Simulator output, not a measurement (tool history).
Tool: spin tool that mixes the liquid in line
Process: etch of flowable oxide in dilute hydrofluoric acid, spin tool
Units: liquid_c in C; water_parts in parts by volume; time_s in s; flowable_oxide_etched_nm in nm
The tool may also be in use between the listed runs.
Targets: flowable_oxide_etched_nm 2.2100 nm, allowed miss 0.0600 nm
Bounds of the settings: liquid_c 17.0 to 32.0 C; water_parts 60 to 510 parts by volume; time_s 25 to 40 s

| run | hour | liquid_c | water_parts | time_s | flowable_oxide_etched_nm |
|---|---|---|---|---|---|
| 1 | 0.0 | 24.0 | 285 | 40 | 2.6782 |
| 2 | 5.4 | 22.5 | 285 | 40 | 2.5422 |
| 3 | 7.9 | 22.5 | 285 | 40 | 2.5391 |
| 4 | 15.9 | 26.0 | 285 | 40 | 2.9054 |
| 5 | 18.7 | 26.0 | 190 | 40 | 4.7272 |
| 6 | 25.5 | 24.5 | 190 | 40 | 4.5223 |
| 7 | 26.1 | 22.5 | 215 | 40 | 3.6369 |
| 8 | 31.6 | 21.0 | 230 | 40 | 3.1178 |

4 next moves are on the table. One of them brings every result within its allowed miss. Which?
| A | 37.1 | 22.5 | 225 | 30 | ? |
| B | 37.1 | 22.0 | 155 | 40 | ? |
| C | 37.1 | 22.0 | 250 | 30 | ? |
| D | 37.1 | 22.0 | 285 | 40 | ? |

| move | flowable_oxide_etched_nm |
|---|---|
| A | 2.5597 |
| B | 5.2305 |
| C | 2.2062 |
| D | 2.4950 |
A: nearer than the last run, and not there yet
B: further off than the last run
C: meets every target
D: nearer than the last run, and not there yet
Answer: C
